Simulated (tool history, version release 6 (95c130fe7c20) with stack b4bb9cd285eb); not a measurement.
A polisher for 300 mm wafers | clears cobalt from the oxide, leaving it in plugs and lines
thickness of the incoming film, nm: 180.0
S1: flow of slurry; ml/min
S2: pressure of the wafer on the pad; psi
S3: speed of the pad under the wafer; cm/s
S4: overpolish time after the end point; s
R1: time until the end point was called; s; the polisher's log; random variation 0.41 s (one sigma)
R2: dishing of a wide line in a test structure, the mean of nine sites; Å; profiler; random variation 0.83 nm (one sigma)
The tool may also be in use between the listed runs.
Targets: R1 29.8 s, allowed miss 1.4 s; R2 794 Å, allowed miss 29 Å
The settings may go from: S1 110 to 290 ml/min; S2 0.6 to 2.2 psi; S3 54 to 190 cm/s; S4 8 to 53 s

| run | hour | S1 | S2 | S3 | S4 | R1 | R2 |
|---|---|---|---|---|---|---|---|
| 1 | 0 | 185 | 1.4 | 122 | 27 | 41.366 | 620.06 |
| 2 | 6.7 | 185 | 1.5 | 122 | 27 | 39.79 | 644.09 |
| 3 | 9.1 | 185 | 1.6 | 122 | 27 | 37.523 | 667.46 |
| 4 | 17.3 | 185 | 1.6 | 122 | 22 | 37.637 | 599.4 |
| 5 | 23.1 | 185 | 1.6 | 122 | 23 | 37.912 | 602.97 |
| 6 | 25.8 | 165 | 1.6 | 122 | 23 | 38.204 | 606.86 |
| 7 | 31.1 | 165 | 1.7 | 122 | 24 | 35.29 | 632.42 |
| 8 | 39.7 | 165 | 1.7 | 122 | 25 | 37.086 | 663.9 |
| 9 | 47 | 170 | 1.7 | 122 | 25 | 35.985 | 646.63 |
| 10 | 54 | 170 | 1.7 | 122 | 25 | 35.666 | 647.02 |
| 11 | 60 | 170 | 1.7 | 122 | 26 | 34.6 | 660.89 |
| 12 | 63.7 | 170 | 1.7 | 122 | 27 | 35.5 | 671.51 |
| 13 | 71.2 | 170 | 1.7 | 122 | 28 | 35.468 | 684.72 |
| 14 | 72 | 175 | 1.8 | 124 | 30 | 33.47 | 733.63 |
| 15 | 80.4 | 175 | 1.9 | 124 | 31 | 31.278 | 761.38 |
| 16 | 83.1 | 175 | 1.9 | 124 | 32 | 31.575 | 765.95 |

Which of these 5 next moves meets every target?
| A | 85.8 | 195 | 2.2 | 126 | 26 | ? | ? |
| B | 85.8 | 110 | 1.9 | 142 | 34 | ? | ? |
| C | 85.8 | 280 | 1.7 | 124 | 38 | ? | ? |
| D | 85.8 | 145 | 1.8 | 142 | 47 | ? | ? |
| E | 85.8 | 225 | 2.2 | 92 | 31 | ? | ? |

| move | R1 | R2 |
|---|---|---|
| A | 26.93 | 760.06 |
| B | 30.617 | 795.27 |
| C | 33.773 | 800.1 |
| D | 30.543 | 857.41 |
| E | 35.838 | 731.26 |
A: takes the result that was furthest off past its target
B: meets every target
C: further off than the last run
D: brings the result that was furthest off to its target, and leaves another outside
E: further off than the last run
Move B is the one to make.
